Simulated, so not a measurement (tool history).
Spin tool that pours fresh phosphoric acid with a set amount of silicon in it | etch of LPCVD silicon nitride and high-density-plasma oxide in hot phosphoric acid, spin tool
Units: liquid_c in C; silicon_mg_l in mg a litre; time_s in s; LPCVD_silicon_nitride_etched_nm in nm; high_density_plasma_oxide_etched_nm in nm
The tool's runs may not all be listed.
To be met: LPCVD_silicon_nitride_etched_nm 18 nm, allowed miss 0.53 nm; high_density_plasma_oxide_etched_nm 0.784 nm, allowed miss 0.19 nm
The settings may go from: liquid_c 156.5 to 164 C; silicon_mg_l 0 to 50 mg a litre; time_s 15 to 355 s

| run | hour | liquid_c | silicon_mg_l | time_s | LPCVD_silicon_nitride_etched_nm | high_density_plasma_oxide_etched_nm |
|---|---|---|---|---|---|---|
| 1 | 0 | 159 | 25.5 | 180 | 13.555 | 0.53145 |
| 2 | 7.7 | 159 | 11.5 | 180 | 13.46 | 0.8629 |
| 3 | 8.3 | 160 | 15.5 | 190 | 14.782 | 0.77146 |
| 4 | 10.3 | 160 | 6 | 190 | 14.576 | 1.0477 |
| 5 | 13.2 | 160 | 6 | 150 | 11.58 | 0.80517 |
| 6 | 21 | 161.5 | 6 | 150 | 12.103 | 0.99841 |
| 7 | 27.7 | 163 | 22.5 | 225 | 18.93 | 0.97942 |
| 8 | 34.8 | 162.5 | 23.5 | 225 | 18.519 | 1.0379 |
| 9 | 38 | 162 | 34 | 225 | 18.208 | 0.56019 |
| 10 | 43.8 | 162 | 31.5 | 225 | 18.468 | 0.73212 |
|  | 44.9 | thermometer replaced |
| 11 | 44.9 | 162 | 30.5 | 225 | 19.693 | 0.80981 |
| 12 | 46.8 | 161.5 | 29 | 225 | 19.354 | 0.79815 |
| 13 | 49.5 | 161.5 | 28.5 | 220 | 19.39 | 0.80704 |
| 14 | 54.2 | 161.5 | 28 | 215 | 18.631 | 0.87244 |
| 15 | 59 | 161.5 | 28.5 | 215 | 18.822 | 0.79052 |

Which of these 4 next moves meets every target?
| A | 63.8 | 163 | 29 | 195 | ? | ? |
| B | 63.8 | 162.5 | 21.5 | 190 | ? | ? |
| C | 63.8 | 161.5 | 19.5 | 225 | ? | ? |
| D | 63.8 | 162.5 | 25 | 230 | ? | ? |

| move | LPCVD_silicon_nitride_etched_nm | high_density_plasma_oxide_etched_nm |
|---|---|---|
| A | 18.023 | 0.77993 |
| B | 17.273 | 0.94397 |
| C | 19.785 | 1.1007 |
| D | 20.909 | 1.0233 |
A: meets every target
B: takes the result that was furthest off past its target
C: further off than the last run
D: further off than the last run
The right move is A.
